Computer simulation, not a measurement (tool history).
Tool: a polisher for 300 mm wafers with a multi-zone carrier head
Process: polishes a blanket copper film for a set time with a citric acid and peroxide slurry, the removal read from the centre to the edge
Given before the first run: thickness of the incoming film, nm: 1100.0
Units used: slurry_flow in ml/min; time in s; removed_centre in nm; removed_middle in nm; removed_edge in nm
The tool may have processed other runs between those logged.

run  hour  slurry_flow  centre_zone  middle_zone  edge_zone  slurry_solids  time  removed_centre  removed_middle  removed_edge
  1     0          195            1            1          1              1    52          66.806          68.801        67.638
  2   5.6          195         1.05            1          1              1    52          72.107          68.504         67.49
  3     9          245         1.05            1          1              1    52          74.511          70.419        68.809
  4  11.3          245         1.11            1          1              1    52          79.508          69.103        70.503
  5  13.9          240         1.08         0.98       0.96            0.9    46          65.568          59.495        58.323
  6  17.9          235         1.06         0.95       0.93            0.8    43          56.808          52.521        52.887
  7  21.6          235         1.06         0.95       0.91           0.75    40          53.303          48.968        46.685

Predict the results of run 8:
  8  26.2          225         1.04         0.92       0.89            0.7    39               ?               ?             ?

Run 8 yielded removed_centre 50.769 nm, removed_middle 45.132 nm, removed_edge 44.973 nm.

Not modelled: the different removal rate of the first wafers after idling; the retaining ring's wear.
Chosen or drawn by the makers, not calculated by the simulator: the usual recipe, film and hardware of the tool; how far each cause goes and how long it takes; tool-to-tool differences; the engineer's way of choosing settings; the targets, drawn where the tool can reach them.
